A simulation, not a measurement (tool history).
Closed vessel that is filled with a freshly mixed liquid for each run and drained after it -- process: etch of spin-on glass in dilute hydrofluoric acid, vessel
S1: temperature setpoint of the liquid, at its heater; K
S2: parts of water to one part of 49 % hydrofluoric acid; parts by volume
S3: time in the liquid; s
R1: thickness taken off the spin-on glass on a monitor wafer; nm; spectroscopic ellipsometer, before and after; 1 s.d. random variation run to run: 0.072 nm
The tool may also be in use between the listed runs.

run,day,S1,S2,S3,R1
1,0.000,298.15,80,35,11.072
2,0.358,298.15,80,35,11.077
3,0.488,299.65,75,35,12.617
4,0.700,299.65,50,35,19.507
5,0.862,299.65,50,35,19.643
6,1.208,302.65,50,35,21.956

Estimate the outcome of run 7 from the log above:
7,1.529,303.15,50,35,?

{"run 7": {"R1": 22.456}}
